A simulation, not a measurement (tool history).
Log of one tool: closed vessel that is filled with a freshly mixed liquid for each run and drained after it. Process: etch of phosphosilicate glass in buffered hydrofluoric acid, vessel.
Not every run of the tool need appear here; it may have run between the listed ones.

run  hour  temperature setpoint of the liquid (K)  parts of 40 % ammonium fluoride to one part of 49 % hydrofluoric acid (parts by volume)  time in the liquid (s)  thickness taken off the phosphosilicate glass on a monitor wafer (Å)
  1     0                                  298.15                                                                                       21                     100                                                                2867.5
  2   9.3                                  298.15                                                                                     23.5                     100                                                                2661.3
  3  13.4                                  298.15                                                                                       20                     100                                                                2919.1
  4    17                                  298.15                                                                                     14.5                     100                                                                4041.2
  5  23.1                                  296.15                                                                                     14.5                     100                                                                  3627
  6  27.1                                  297.15                                                                                     14.5                     100                                                                3856.8
  7  30.6                                  297.65                                                                                     14.5                     100                                                                  3977

What will run 8 give?
  8  34.8                                  298.15                                                                                     14.5                     100                                                                     ?

{"run 8": {"thickness taken off the phosphosilicate glass on a monitor wafer (Å)": 3996.1}}
